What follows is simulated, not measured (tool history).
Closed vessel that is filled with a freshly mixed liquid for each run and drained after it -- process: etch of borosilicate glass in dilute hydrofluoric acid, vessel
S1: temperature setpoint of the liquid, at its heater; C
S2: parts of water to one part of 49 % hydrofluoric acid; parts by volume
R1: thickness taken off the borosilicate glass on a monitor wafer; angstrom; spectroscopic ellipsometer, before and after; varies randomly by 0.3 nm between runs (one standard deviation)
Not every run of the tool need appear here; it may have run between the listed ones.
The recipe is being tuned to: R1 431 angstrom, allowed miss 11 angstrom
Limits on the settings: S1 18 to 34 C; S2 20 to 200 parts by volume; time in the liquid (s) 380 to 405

{"run": 1, "hour": 0.0, "S1": 26, "S2": 110, "time in the liquid (s)": 380, "R1": 647.98}
{"run": 2, "hour": 0.8, "S1": 24, "S2": 110, "time in the liquid (s)": 380, "R1": 605.54}
{"run": 3, "hour": 4.4, "S1": 24, "S2": 110, "time in the liquid (s)": 405, "R1": 639.86}
{"run": 4, "hour": 7.5, "S1": 24, "S2": 110, "time in the liquid (s)": 405, "R1": 627.28}
{"run": 5, "hour": 13.8, "S1": 24, "S2": 70, "time in the liquid (s)": 405, "R1": 1039.8}
{"run": 6, "hour": 19.6, "S1": 23, "S2": 75, "time in the liquid (s)": 405, "R1": 932.78}
{"run": 7, "hour": 22.7, "S1": 22.5, "S2": 80, "time in the liquid (s)": 405, "R1": 858.88}
{"run": 8, "hour": 28.9, "S1": 22, "S2": 85, "time in the liquid (s)": 405, "R1": 776.47}
{"run": 9, "hour": 31.7, "S1": 18, "S2": 130, "time in the liquid (s)": 405, "R1": 412.95}

Which of these 5 next moves meets every target?
{"run": "A", "hour": 34.5, "S1": 18, "S2": 125, "time in the liquid (s)": 380, "R1": "?"}
{"run": "B", "hour": 34.5, "S1": 22.5, "S2": 160, "time in the liquid (s)": 400, "R1": "?"}
{"run": "C", "hour": 34.5, "S1": 18, "S2": 130, "time in the liquid (s)": 380, "R1": "?"}
{"run": "D", "hour": 34.5, "S1": 19.5, "S2": 130, "time in the liquid (s)": 400, "R1": "?"}
{"run": "E", "hour": 34.5, "S1": 18, "S2": 130, "time in the liquid (s)": 400, "R1": "?"}

move=A R1=410.39
move=B R1=388.02
move=C R1=392.54
move=D R1=438.98
move=E R1=413.2
A: lands further from the targets than the last run did
B: lands further from the targets than the last run did
C: lands further from the targets than the last run did
D: every result lands within tolerance
E: roughly where the last run was
The right move is D.
